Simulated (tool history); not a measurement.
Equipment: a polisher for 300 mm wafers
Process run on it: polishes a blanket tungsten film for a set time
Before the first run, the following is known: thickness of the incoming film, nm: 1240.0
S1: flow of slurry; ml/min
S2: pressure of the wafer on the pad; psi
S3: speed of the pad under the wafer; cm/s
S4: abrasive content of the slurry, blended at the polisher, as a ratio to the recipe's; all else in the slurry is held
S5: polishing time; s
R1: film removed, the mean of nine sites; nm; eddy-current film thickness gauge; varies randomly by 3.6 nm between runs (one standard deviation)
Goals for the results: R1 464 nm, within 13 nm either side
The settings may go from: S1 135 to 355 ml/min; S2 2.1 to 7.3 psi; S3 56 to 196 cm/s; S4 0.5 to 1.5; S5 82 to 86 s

run,hour,S1,S2,S3,S4,S5,R1
1,0,225,4.7,126,1,82,655.3
2,0.6,255,4.7,126,1,82,661.93
3,6.3,255,5.8,126,1,82,768.18
4,14,255,6.9,126,1,82,889.19
5,22,255,5.5,124,1,82,728.33
6,28.9,255,5.5,124,1.2,82,757.24
7,31.8,255,4.5,122,1.2,82,641.15
8,32.8,255,3.9,122,1.2,82,584.4
9,41,235,2.6,120,1.2,82,429.4
10,47.4,245,2.7,120,1.2,82,432.65
11,52.2,245,2.8,120,1.2,82,447.61

Next run, 5 choices. One meets every target within its allowed miss, the rest don't. Which?
A,57,215,3.3,106,1.3,86,?
B,57,200,3.4,96,1.3,86,?
C,57,220,2.1,148,1.05,82,?
D,57,255,2.8,120,1.05,82,?
E,57,300,3.1,112,0.85,84,?

move,R1
A,470.84
B,435.76
C,433.39
D,434.74
E,432.78
A: meets every target
B: the biggest miss grows against the last run
C: the biggest miss grows against the last run
D: the biggest miss grows against the last run
E: the biggest miss grows against the last run
A is the move that brings every result within its allowed miss.
